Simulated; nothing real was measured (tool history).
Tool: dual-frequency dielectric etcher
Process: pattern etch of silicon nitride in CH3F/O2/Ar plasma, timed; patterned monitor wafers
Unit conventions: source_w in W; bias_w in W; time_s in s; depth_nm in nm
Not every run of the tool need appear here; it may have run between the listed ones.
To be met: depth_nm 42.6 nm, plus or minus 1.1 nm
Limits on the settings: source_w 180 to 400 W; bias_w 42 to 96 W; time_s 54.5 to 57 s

{"run": 1, "hour": 0.0, "source_w": 290, "bias_w": 69, "time_s": 54.5, "depth_nm": 36}
{"run": 2, "hour": 5.0, "source_w": 300, "bias_w": 70, "time_s": 54.5, "depth_nm": 36.405}
{"run": 3, "hour": 11.7, "source_w": 300, "bias_w": 65, "time_s": 54.5, "depth_nm": 35.492}
{"run": 4, "hour": 17.8, "source_w": 260, "bias_w": 65, "time_s": 54.5, "depth_nm": 34.249}
{"run": 5, "hour": 23.6, "source_w": 260, "bias_w": 59, "time_s": 54.5, "depth_nm": 33.026}
{"run": 6, "hour": 28.0, "source_w": 270, "bias_w": 62, "time_s": 55, "depth_nm": 34.297}
{"run": 7, "hour": 30.0, "source_w": 280, "bias_w": 65, "time_s": 55, "depth_nm": 35.358}
{"run": 8, "hour": 31.0, "source_w": 290, "bias_w": 67, "time_s": 55, "depth_nm": 36.179}
{"run": 9, "hour": 38.7, "source_w": 300, "bias_w": 69, "time_s": 55, "depth_nm": 36.635}
{"run": 10, "hour": 47.2, "source_w": 310, "bias_w": 71, "time_s": 55, "depth_nm": 37.385}
{"run": 11, "hour": 49.7, "source_w": 320, "bias_w": 73, "time_s": 55, "depth_nm": 38.312}
{"run": 12, "hour": 53.3, "source_w": 330, "bias_w": 74, "time_s": 55, "depth_nm": 38.786}
{"run": 13, "hour": 57.4, "source_w": 340, "bias_w": 75, "time_s": 55, "depth_nm": 39.221}

Which one of the following 4 next-run settings gets every result inside its allowed miss? There is exactly one.
{"run": "A", "hour": 61.5, "source_w": 330, "bias_w": 57, "time_s": 57, "depth_nm": "?"}
{"run": "B", "hour": 61.5, "source_w": 310, "bias_w": 93, "time_s": 56.5, "depth_nm": "?"}
{"run": "C", "hour": 61.5, "source_w": 270, "bias_w": 68, "time_s": 56.5, "depth_nm": "?"}
{"run": "D", "hour": 61.5, "source_w": 300, "bias_w": 71, "time_s": 55, "depth_nm": "?"}

move=A depth_nm=36.123
move=B depth_nm=42.996
move=C depth_nm=36.629
move=D depth_nm=37.186
A: lands further from the targets than the last run did
B: in spec on every target
C: lands further from the targets than the last run did
D: lands further from the targets than the last run did
B meets every target.
